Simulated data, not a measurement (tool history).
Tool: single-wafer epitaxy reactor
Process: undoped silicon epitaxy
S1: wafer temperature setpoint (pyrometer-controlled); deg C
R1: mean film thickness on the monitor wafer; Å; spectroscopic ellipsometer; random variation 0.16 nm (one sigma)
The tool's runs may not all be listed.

Run 1, day 0: S1 660 deg C, deposition time (s) 166. Result: R1 395.54 Å.
Run 2, day 0.121: S1 668 deg C, deposition time (s) 166. Result: R1 469.56 Å.
Run 3, day 0.4: S1 659 deg C, deposition time (s) 166. Result: R1 386.6 Å.
Run 4, day 0.708: S1 667 deg C, deposition time (s) 166. Result: R1 461.77 Å.
Run 5, day 1.004: S1 665 deg C, deposition time (s) 166. Result: R1 443.87 Å.
Run 6, day 1.267: S1 663 deg C, deposition time (s) 166. Result: R1 424.71 Å.
At day 1.546: pyrometer calibrated.
Run 7, day 1.546: S1 661 deg C, deposition time (s) 166. Result: R1 357.47 Å.

The next listed run, before its measurement:
Run 8, day 1.617: S1 656 deg C, deposition time (s) 166. Result: R1 ?.

{"run 8": {"R1": 314.47}}
